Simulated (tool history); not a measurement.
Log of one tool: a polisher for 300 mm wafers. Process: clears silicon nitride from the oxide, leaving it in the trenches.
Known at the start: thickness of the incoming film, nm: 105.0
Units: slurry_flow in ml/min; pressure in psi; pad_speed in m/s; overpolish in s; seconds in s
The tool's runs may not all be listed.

Run 1, day 0.000: slurry_flow 140 ml/min, pressure 2.4 psi, pad_speed 1.14 m/s, overpolish 5 s. Result: seconds 111.53 s.
Run 2, day 0.025: slurry_flow 140 ml/min, pressure 2.4 psi, pad_speed 1.14 m/s, overpolish 5 s. Result: seconds 112.37 s.
Run 3, day 0.312: slurry_flow 140 ml/min, pressure 2.1 psi, pad_speed 1.12 m/s, overpolish 5 s. Result: seconds 126.11 s.
Run 4, day 0.492: slurry_flow 140 ml/min, pressure 2.1 psi, pad_speed 1.12 m/s, overpolish 5 s. Result: seconds 125.21 s.
Run 5, day 0.733: slurry_flow 140 ml/min, pressure 1.9 psi, pad_speed 1.10 m/s, overpolish 5 s. Result: seconds 143.66 s.
Run 6, day 0.850: slurry_flow 120 ml/min, pressure 1.9 psi, pad_speed 1.10 m/s, overpolish 5 s. Result: seconds 146.69 s.
Run 7, day 1.017: slurry_flow 120 ml/min, pressure 1.8 psi, pad_speed 1.10 m/s, overpolish 5 s. Result: seconds 156.45 s.
Run 8, day 1.221: slurry_flow 120 ml/min, pressure 1.8 psi, pad_speed 1.10 m/s, overpolish 5 s. Result: seconds 154.18 s.

The next listed run, before its measurement:
Run 9, day 1.517: slurry_flow 120 ml/min, pressure 1.5 psi, pad_speed 1.08 m/s, overpolish 5 s. Result: seconds ?.

seconds: 187.76 s

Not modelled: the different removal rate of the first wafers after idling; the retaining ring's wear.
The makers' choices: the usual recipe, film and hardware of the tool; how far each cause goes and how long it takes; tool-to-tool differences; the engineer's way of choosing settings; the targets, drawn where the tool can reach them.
